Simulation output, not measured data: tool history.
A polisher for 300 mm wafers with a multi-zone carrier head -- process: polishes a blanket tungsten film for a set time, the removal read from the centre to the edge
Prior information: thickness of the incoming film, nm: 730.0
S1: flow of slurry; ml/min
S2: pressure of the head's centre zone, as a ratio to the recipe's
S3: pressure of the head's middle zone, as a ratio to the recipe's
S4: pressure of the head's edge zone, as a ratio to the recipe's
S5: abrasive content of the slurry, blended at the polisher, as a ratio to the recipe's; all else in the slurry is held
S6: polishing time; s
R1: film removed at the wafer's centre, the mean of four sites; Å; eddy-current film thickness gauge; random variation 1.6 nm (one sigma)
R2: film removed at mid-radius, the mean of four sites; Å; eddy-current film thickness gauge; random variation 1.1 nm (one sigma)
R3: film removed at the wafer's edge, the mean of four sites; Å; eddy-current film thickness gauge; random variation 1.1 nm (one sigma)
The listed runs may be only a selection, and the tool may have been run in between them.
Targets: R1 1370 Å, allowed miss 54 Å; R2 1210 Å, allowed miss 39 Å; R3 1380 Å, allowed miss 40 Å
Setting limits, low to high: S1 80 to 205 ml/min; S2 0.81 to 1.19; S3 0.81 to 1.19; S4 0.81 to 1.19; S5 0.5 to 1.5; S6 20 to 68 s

run	hour	S1	S2	S3	S4	S5	S6	R1	R2	R3
1	0	135	1	1	1	1	44	2358.4	2442.7	2434.4
2	2.5	135	1	1.06	1	1	44	2321.1	2595.4	2368.8
3	7.5	135	0.96	1.06	1	1	44	2254.5	2569.9	2385.3
4	13.8	135	1.03	1.06	1	1	44	2415.3	2591.5	2420.8
5	20.4	125	1.02	1.01	0.97	0.9	40	2049.3	2143	2056.6
6	26	125	1.02	1.01	1.04	0.9	40	2039.7	2169.1	2123.1
7	27.5	90	1.02	0.91	0.94	0.65	28	1159.6	1142.9	1175.8
8	28.6	100	1.03	0.9	0.97	0.65	28	1213.9	1152	1229.2
9	29.2	110	1.03	0.89	0.99	0.65	28	1261.3	1206.5	1262
10	35.2	110	1.04	0.88	1.02	0.65	28	1292.3	1193.1	1317.1
11	36.3	115	1.04	0.88	1.03	0.65	28	1288.9	1190.7	1311.1
12	42.1	120	1.04	0.88	1.04	0.65	28	1328.3	1202.9	1325.5
13	48.5	120	1.04	0.88	1.05	0.65	28	1293.4	1207.6	1357.6
14	52	120	1.05	0.88	1.05	0.65	28	1313.7	1199.7	1330.6

Which of these 5 next moves meets every target?
A	55.5	115	1.11	0.94	0.96	0.5	30	?	?	?
B	55.5	135	1.07	0.87	1.11	0.8	26	?	?	?
C	55.5	90	1.02	0.93	1.03	0.8	29	?	?	?
D	55.5	115	1.06	0.91	1.01	0.5	30	?	?	?
E	55.5	120	1.11	0.85	1.03	0.55	31	?	?	?

move	R1	R2	R3
A	1375.4	1231.8	1239.3
B	1403.4	1225.7	1386
C	1299.9	1273.4	1370.9
D	1312.7	1202.8	1270.4
E	1488.1	1236.4	1382.2
A: the biggest miss grows against the last run
B: meets every target
C: brings the result that was furthest off to its target, and leaves another outside
D: the biggest miss grows against the last run
E: brings the result that was furthest off to its target, and leaves another outside
So the answer is move B, the one that meets all the targets.
